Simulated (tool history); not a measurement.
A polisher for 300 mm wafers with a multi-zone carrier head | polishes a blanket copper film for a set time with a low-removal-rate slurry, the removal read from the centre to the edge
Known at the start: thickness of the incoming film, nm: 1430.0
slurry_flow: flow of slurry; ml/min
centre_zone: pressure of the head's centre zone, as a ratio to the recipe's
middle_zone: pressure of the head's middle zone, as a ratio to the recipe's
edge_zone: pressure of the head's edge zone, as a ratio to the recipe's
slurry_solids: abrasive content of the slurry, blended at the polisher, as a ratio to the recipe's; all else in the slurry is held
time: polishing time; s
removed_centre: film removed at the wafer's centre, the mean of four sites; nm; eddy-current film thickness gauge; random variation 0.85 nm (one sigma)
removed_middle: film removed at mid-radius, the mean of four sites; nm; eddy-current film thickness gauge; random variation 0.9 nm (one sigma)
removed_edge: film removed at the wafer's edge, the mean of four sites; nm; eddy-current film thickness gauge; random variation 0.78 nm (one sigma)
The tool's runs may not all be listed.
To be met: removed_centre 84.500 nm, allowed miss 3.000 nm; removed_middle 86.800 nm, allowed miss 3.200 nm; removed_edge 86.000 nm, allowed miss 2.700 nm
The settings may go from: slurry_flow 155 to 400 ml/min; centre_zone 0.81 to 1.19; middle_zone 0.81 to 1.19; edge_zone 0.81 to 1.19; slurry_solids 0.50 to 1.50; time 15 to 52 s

run    day  slurry_flow  centre_zone  middle_zone  edge_zone  slurry_solids  time  removed_centre  removed_middle  removed_edge
  1  0.000          255         1.00         1.00       1.00           1.00    33         141.900         143.820       136.540
  2  0.088          250         0.97         0.97       0.97           0.85    30         119.100         122.370       119.360
  3  0.367          250         0.96         0.96       0.94           0.75    28         107.260         110.300       109.550
  4  0.625          250         0.96         0.90       0.94           0.75    28         107.140         107.830       107.700
  5  0.975          250         0.96         0.90       0.94           0.90    28         110.210         108.820       112.840
  6  1.238          300         0.96         0.90       0.94           0.90    28         113.290         112.520       115.260
  7  1.492          250         0.90         0.88       0.84           0.65    23          80.665          82.798        82.272
  8  1.862          260         0.90         0.89       0.85           0.65    23          82.377          84.165        84.245

4 next moves are on the table. One of them brings every result within its allowed miss. Which?
  A  2.233          295         0.90         0.86       0.82           0.75    22               ?               ?             ?
  B  2.233          310         0.89         0.86       0.84           0.75    23               ?               ?             ?
  C  2.233          235         0.95         0.99       0.81           0.60    23               ?               ?             ?
  D  2.233          275         0.91         0.81       0.94           0.75    22               ?               ?             ?

move  removed_centre  removed_middle  removed_edge
   A          82.585          84.213        81.640
   B          85.854          88.493        86.600
   C          85.394          92.077        80.092
   D          82.770          79.868        86.398
A: brings the result that was furthest off to its target, and leaves another outside
B: meets every target
C: takes the result that was furthest off past its target
D: further off than the last run
The right move is B.

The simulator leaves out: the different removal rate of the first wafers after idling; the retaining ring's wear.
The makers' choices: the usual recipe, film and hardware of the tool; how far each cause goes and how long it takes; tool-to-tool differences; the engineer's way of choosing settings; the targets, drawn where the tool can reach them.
